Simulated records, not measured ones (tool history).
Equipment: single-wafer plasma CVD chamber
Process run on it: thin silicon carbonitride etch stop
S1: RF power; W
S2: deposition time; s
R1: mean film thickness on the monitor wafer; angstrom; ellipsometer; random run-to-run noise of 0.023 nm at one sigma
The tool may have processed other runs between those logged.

run 1 hour=0.0 | S1=200 S2=14.3 | R1=77.268
run 2 hour=7.2 | S1=190 S2=13.7 | R1=73.926
run 3 hour=10.5 | S1=175 S2=13.7 | R1=72.385
run 4 hour=11.3 | S1=170 S2=13.1 | R1=69.277
run 5 hour=19.5 | S1=165 S2=12.6 | R1=65.918
run 6 hour=24.9 | S1=155 S2=12.6 | R1=65.553
run 7 hour=27.8 | S1=145 S2=10.8 | R1=55.406
run 8 hour=34.7 | S1=145 S2=10.8 | R1=55.609

Predict the results of run 9:
run 9 hour=40.6 | S1=150 S2=10.9 | R1=?

Logged for run 9: R1 56.805 angstrom.
